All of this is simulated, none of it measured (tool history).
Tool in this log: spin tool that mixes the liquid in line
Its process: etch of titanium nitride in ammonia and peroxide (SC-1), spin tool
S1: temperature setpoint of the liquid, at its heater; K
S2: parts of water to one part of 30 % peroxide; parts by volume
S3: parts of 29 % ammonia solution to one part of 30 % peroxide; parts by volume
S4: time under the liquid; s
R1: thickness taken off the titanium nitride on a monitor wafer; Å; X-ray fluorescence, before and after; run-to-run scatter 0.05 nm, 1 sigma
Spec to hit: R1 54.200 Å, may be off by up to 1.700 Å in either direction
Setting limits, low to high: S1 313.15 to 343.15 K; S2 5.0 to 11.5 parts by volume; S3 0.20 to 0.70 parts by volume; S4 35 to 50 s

run 1 hour=0.0 | S1=329.15 S2=6.5 S3=0.40 S4=50 | R1=36.001
run 2 hour=6.9 | S1=329.15 S2=6.5 S3=0.40 S4=50 | R1=35.590
run 3 hour=13.6 | S1=329.15 S2=6.5 S3=0.50 S4=50 | R1=36.328
run 4 hour=18.7 | S1=329.15 S2=5.0 S3=0.50 S4=50 | R1=41.531
run 5 hour=20.0 | S1=324.65 S2=5.0 S3=0.50 S4=50 | R1=30.465
run 6 hour=22.1 | S1=324.65 S2=5.0 S3=0.50 S4=50 | R1=30.626
-- hour=27.5 thermometer replaced
run 7 hour=27.5 | S1=326.65 S2=5.0 S3=0.50 S4=50 | R1=31.398
run 8 hour=28.8 | S1=328.65 S2=5.0 S3=0.50 S4=50 | R1=35.716

Which of these 5 next moves meets every target?
run A hour=30.1 | S1=333.15 S2=5.0 S3=0.50 S4=50 | R1=?
run B hour=30.1 | S1=333.65 S2=5.0 S3=0.45 S4=50 | R1=?
run C hour=30.1 | S1=335.65 S2=7.0 S3=0.55 S4=50 | R1=?
run D hour=30.1 | S1=335.15 S2=5.5 S3=0.55 S4=50 | R1=?
run E hour=30.1 | S1=335.65 S2=5.0 S3=0.50 S4=50 | R1=?

move=A R1=48.223
move=B R1=49.015
move=C R1=49.062
move=D R1=53.330
move=E R1=56.741
A: nearer than the last run, and not there yet
B: nearer than the last run, and not there yet
C: nearer than the last run, and not there yet
D: all results land within tolerance of their targets
E: takes the result that was furthest off past its target
Go with D: it meets all targets.
